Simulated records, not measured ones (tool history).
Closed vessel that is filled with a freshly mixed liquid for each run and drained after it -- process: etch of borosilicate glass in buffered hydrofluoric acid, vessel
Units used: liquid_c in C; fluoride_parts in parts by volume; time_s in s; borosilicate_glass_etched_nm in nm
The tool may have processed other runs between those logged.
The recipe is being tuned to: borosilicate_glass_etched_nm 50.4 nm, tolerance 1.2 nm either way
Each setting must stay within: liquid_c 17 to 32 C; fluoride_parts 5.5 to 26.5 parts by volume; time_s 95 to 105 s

run,hour,liquid_c,fluoride_parts,time_s,borosilicate_glass_etched_nm
1,0,25,16,95,72.378
2,7.5,24,16,95,67.734
3,9.2,23.5,16,95,66.235
4,10.9,23,16,95,64.923
5,14.4,23,16,105,71.448
6,21.1,23,12.5,105,90.46
7,27.8,22.5,13,105,86.129
8,33.6,22,13.5,105,80.747
9,41.2,21.5,14,105,74.23
10,43.3,21,14,105,73.15
11,51.8,20.5,14,105,70.377
12,59.6,20,14,105,69.676
13,61.7,19.5,14.5,105,64.958
14,65,19,14.5,105,63.504
15,68.6,18,15.5,105,56.39
16,70.9,17.5,16,105,52.997

Pick the move, out of 4, that brings all results within their allowed miss; only one does.
A,73.2,17,15.5,105,?
B,73.2,19.5,15.5,95,?
C,73.2,17,13.5,100,?
D,73.2,18.5,17,100,?

move,borosilicate_glass_etched_nm
A,53.476
B,55.59
C,58.419
D,50.513
A: the biggest miss grows against the last run
B: the biggest miss grows against the last run
C: the biggest miss grows against the last run
D: all results land within tolerance of their targets
The right move is D.

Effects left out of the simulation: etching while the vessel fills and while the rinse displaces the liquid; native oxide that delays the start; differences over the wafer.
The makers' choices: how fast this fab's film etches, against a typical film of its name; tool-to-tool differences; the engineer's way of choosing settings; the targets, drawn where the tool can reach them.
